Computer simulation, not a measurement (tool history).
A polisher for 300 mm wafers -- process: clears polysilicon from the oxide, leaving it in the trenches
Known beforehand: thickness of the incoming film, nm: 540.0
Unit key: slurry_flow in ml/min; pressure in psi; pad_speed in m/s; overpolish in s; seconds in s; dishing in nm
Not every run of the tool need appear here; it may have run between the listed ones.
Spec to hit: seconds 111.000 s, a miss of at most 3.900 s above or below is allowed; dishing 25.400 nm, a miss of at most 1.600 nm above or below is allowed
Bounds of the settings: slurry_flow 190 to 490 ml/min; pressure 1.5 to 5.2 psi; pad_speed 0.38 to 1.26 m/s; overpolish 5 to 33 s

run	hour	slurry_flow	pressure	pad_speed	overpolish	seconds	dishing
1	0.0	315	3.3	0.82	17	44.755	38.865
2	6.4	315	2.9	0.82	17	49.393	37.505
3	9.8	260	2.9	0.82	17	50.820	37.227
4	13.1	245	2.6	0.76	15	60.726	37.109
5	15.8	245	2.6	0.76	18	60.593	36.842
6	24.6	235	2.4	0.72	21	68.759	37.757
7	28.7	225	2.2	0.70	18	75.233	35.800
8	35.7	220	2.1	0.68	16	82.386	34.028
9	41.6	245	2.0	0.66	14	88.763	33.293
10	46.4	290	1.9	0.66	12	93.532	30.395
11	53.2	305	1.8	0.66	11	95.752	30.149
12	60.2	330	1.8	0.66	10	97.432	28.024
13	66.6	340	1.8	0.66	10	95.183	28.261
14	73.7	250	1.5	0.66	5	116.720	16.707
15	79.5	340	1.5	0.60	8	121.430	21.874
16	82.7	345	1.5	0.60	8	125.030	23.159
17	91.8	350	1.6	0.60	8	118.610	22.705

Exercise: of the 5 proposed moves below, exactly one satisfies all targets within the stated allowed misses. Which move is it?
A	100.9	250	1.8	0.54	10	?	?
B	100.9	315	1.7	0.60	13	?	?
C	100.9	325	1.5	0.62	7	?	?
D	100.9	345	1.8	0.56	9	?	?
E	100.9	275	1.6	0.60	8	?	?

move	seconds	dishing
A	119.900	25.888
B	113.370	30.028
C	123.540	20.582
D	113.710	25.170
E	121.060	22.682
A: lands further from the targets than the last run did
B: puts the biggest miss on target and leaves a different result outside tolerance
C: lands further from the targets than the last run did
D: meets every target
E: lands further from the targets than the last run did
Move D is the one to make.
